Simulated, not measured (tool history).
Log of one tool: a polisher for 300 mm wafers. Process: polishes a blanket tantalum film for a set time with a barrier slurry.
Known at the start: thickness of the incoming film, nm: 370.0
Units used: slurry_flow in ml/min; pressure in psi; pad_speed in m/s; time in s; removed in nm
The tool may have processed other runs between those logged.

run 1 hour=0.0 | slurry_flow=305 pressure=2.5 pad_speed=1.04 slurry_solids=1.0 time=42 | removed=89.776
run 2 hour=6.4 | slurry_flow=305 pressure=2.4 pad_speed=1.04 slurry_solids=1.0 time=42 | removed=88.107
run 3 hour=7.7 | slurry_flow=260 pressure=2.4 pad_speed=1.04 slurry_solids=1.0 time=42 | removed=86.821
run 4 hour=8.3 | slurry_flow=260 pressure=2.9 pad_speed=1.04 slurry_solids=1.0 time=42 | removed=97.737
run 5 hour=11.9 | slurry_flow=260 pressure=2.7 pad_speed=1.02 slurry_solids=1.0 time=42 | removed=90.986
run 6 hour=18.9 | slurry_flow=260 pressure=2.7 pad_speed=1.02 slurry_solids=1.0 time=42 | removed=89.396
run 7 hour=23.5 | slurry_flow=260 pressure=2.0 pad_speed=0.98 slurry_solids=1.0 time=42 | removed=74.412
run 8 hour=24.9 | slurry_flow=260 pressure=1.9 pad_speed=0.98 slurry_solids=1.0 time=42 | removed=72.335

What will run 9 give?
run 9 hour=28.3 | slurry_flow=260 pressure=1.8 pad_speed=0.98 slurry_solids=1.0 time=42 | removed=?

Run 9 measured removed 69.883 nm.
